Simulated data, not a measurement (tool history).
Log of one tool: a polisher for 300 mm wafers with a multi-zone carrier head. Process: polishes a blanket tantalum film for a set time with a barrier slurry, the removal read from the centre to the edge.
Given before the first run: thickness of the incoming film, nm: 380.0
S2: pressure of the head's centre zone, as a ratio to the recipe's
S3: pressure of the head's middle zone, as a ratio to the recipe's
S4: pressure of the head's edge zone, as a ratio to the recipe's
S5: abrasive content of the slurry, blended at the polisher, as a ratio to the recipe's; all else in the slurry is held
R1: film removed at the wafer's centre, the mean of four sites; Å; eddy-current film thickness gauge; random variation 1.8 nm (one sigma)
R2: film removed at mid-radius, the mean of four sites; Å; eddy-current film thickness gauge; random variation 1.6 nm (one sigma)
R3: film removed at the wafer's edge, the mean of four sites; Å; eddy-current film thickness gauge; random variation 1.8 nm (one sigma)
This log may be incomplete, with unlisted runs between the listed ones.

{"run": 1, "hour": 0.0, "flow of slurry (ml/min)": 305, "S2": 1.0, "S3": 1.0, "S4": 1.0, "S5": 1.0, "polishing time (s)": 80, "R1": 1111.8, "R2": 1126.5, "R3": 1136.3}
{"run": 2, "hour": 4.7, "flow of slurry (ml/min)": 310, "S2": 0.99, "S3": 1.04, "S4": 1.03, "S5": 1.15, "polishing time (s)": 84, "R1": 1216.1, "R2": 1262.3, "R3": 1249.8}
{"run": 3, "hour": 8.1, "flow of slurry (ml/min)": 310, "S2": 0.97, "S3": 1.07, "S4": 1.05, "S5": 1.25, "polishing time (s)": 88, "R1": 1266.5, "R2": 1381.3, "R3": 1331.9}
{"run": 4, "hour": 15.1, "flow of slurry (ml/min)": 310, "S2": 0.97, "S3": 1.14, "S4": 1.05, "S5": 1.25, "polishing time (s)": 88, "R1": 1247.5, "R2": 1461.4, "R3": 1331.8}
{"run": 5, "hour": 16.7, "flow of slurry (ml/min)": 310, "S2": 0.97, "S3": 1.15, "S4": 1.08, "S5": 1.3, "polishing time (s)": 91, "R1": 1331.6, "R2": 1505.0, "R3": 1382.0}
{"run": 6, "hour": 18.4, "flow of slurry (ml/min)": 315, "S2": 0.95, "S3": 1.14, "S4": 1.08, "S5": 1.35, "polishing time (s)": 94, "R1": 1361.8, "R2": 1594.7, "R3": 1471.2}
{"run": 7, "hour": 25.8, "flow of slurry (ml/min)": 320, "S2": 0.94, "S3": 1.14, "S4": 1.09, "S5": 1.4, "polishing time (s)": 95, "R1": 1377.4, "R2": 1605.7, "R3": 1517.3}
{"run": 8, "hour": 27.9, "flow of slurry (ml/min)": 325, "S2": 0.94, "S3": 1.15, "S4": 1.1, "S5": 1.45, "polishing time (s)": 96, "R1": 1378.0, "R2": 1667.7, "R3": 1560.2}

Run 9 comes next. What will it give?
{"run": 9, "hour": 28.6, "flow of slurry (ml/min)": 325, "S2": 0.94, "S3": 1.15, "S4": 1.1, "S5": 1.45, "polishing time (s)": 96, "R1": "?", "R2": "?", "R3": "?"}

{"run 9": {"R1": 1411.4, "R2": 1645.5, "R3": 1514.2}}
